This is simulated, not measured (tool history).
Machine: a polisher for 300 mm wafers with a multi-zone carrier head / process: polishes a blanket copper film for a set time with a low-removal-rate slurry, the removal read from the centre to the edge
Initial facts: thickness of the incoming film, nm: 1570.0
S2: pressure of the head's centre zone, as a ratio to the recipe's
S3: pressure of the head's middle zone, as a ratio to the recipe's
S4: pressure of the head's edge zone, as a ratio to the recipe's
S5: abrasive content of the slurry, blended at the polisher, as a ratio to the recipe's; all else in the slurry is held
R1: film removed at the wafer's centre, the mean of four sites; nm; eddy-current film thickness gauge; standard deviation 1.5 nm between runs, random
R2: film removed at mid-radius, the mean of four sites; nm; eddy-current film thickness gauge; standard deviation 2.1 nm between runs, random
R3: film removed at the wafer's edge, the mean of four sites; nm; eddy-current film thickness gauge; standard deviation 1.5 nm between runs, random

Run 1, hour 0.0: flow of slurry (ml/min) 155, S2 1.00, S3 1.00, S4 1.00, S5 1.00, polishing time (s) 62. Result: R1 200.51 nm, R2 195.97 nm, R3 199.02 nm.
Run 2, hour 7.5: flow of slurry (ml/min) 145, S2 0.96, S3 1.02, S4 0.97, S5 0.90, polishing time (s) 61. Result: R1 178.23 nm, R2 192.76 nm, R3 186.67 nm.
Run 3, hour 14.4: flow of slurry (ml/min) 145, S2 0.96, S3 1.02, S4 0.90, S5 0.90, polishing time (s) 61. Result: R1 177.92 nm, R2 191.80 nm, R3 179.45 nm.
Run 4, hour 17.7: flow of slurry (ml/min) 140, S2 0.93, S3 1.02, S4 0.89, S5 0.85, polishing time (s) 61. Result: R1 167.96 nm, R2 185.96 nm, R3 175.83 nm.
Run 5, hour 21.5: flow of slurry (ml/min) 140, S2 0.93, S3 1.02, S4 0.89, S5 0.95, polishing time (s) 61. Result: R1 177.19 nm, R2 190.50 nm, R3 181.81 nm.
Run 6, hour 25.2: flow of slurry (ml/min) 140, S2 0.93, S3 1.02, S4 0.89, S5 1.15, polishing time (s) 61. Result: R1 179.45 nm, R2 200.28 nm, R3 189.35 nm.

Run 7 has not been measured yet. What should we expect?
Run 7, hour 32.6: flow of slurry (ml/min) 135, S2 0.90, S3 1.03, S4 0.88, S5 1.05, polishing time (s) 60. Result: R1 ?, R2 ?, R3 ?.

R1: 168.58 nm
R2: 194.48 nm
R3: 181.72 nm
